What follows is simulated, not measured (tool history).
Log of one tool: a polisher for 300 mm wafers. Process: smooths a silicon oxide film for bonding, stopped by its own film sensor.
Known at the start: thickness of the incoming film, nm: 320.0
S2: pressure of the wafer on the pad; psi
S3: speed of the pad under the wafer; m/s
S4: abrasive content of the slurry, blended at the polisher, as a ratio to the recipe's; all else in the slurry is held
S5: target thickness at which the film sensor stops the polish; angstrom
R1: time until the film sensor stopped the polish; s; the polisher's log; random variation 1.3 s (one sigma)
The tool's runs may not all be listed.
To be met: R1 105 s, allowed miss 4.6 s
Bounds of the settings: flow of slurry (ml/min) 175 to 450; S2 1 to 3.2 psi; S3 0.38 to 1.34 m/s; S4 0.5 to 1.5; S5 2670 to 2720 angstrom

run 1 hour=0 | flow_of_slurry_(ml/min)=290 S2=2.1 S3=0.86 S4=1 S5=2670 | R1=71.219
run 2 hour=3.8 | flow_of_slurry_(ml/min)=290 S2=2.1 S3=1.06 S4=1 S5=2670 | R1=60.921
run 3 hour=12.5 | flow_of_slurry_(ml/min)=290 S2=2.1 S3=1.2 S4=1 S5=2670 | R1=54.109
run 4 hour=13.1 | flow_of_slurry_(ml/min)=290 S2=1.9 S3=1.16 S4=1 S5=2670 | R1=60.544
run 5 hour=17.1 | flow_of_slurry_(ml/min)=290 S2=1.7 S3=1.12 S4=1 S5=2670 | R1=70.559
run 6 hour=17.6 | flow_of_slurry_(ml/min)=290 S2=2.2 S3=1.12 S4=1 S5=2670 | R1=55.022
run 7 hour=26.5 | flow_of_slurry_(ml/min)=290 S2=2 S3=1.1 S4=1 S5=2670 | R1=62.505
run 8 hour=32.5 | flow_of_slurry_(ml/min)=290 S2=1.4 S3=1.06 S4=1 S5=2670 | R1=84.675
run 9 hour=39 | flow_of_slurry_(ml/min)=290 S2=1.3 S3=1.06 S4=1 S5=2670 | R1=90.325
run 10 hour=45.7 | flow_of_slurry_(ml/min)=290 S2=1.2 S3=1.06 S4=1 S5=2670 | R1=98.85

5 next moves are on the table. One of them brings every result within its allowed miss. Which?
run A hour=52.4 | flow_of_slurry_(ml/min)=230 S2=1 S3=1.1 S4=1 S5=2690 | R1=?
run B hour=52.4 | flow_of_slurry_(ml/min)=295 S2=1.2 S3=0.98 S4=1.05 S5=2690 | R1=?
run C hour=52.4 | flow_of_slurry_(ml/min)=355 S2=1.1 S3=1.1 S4=1 S5=2680 | R1=?
run D hour=52.4 | flow_of_slurry_(ml/min)=300 S2=1.5 S3=0.88 S4=1.05 S5=2670 | R1=?
run E hour=52.4 | flow_of_slurry_(ml/min)=265 S2=1.5 S3=0.92 S4=0.8 S5=2720 | R1=?

move=A R1=105.59
move=B R1=95.952
move=C R1=95.73
move=D R1=90.824
move=E R1=90.528
A: meets every target
B: further off than the last run
C: further off than the last run
D: further off than the last run
E: further off than the last run
Answer: A
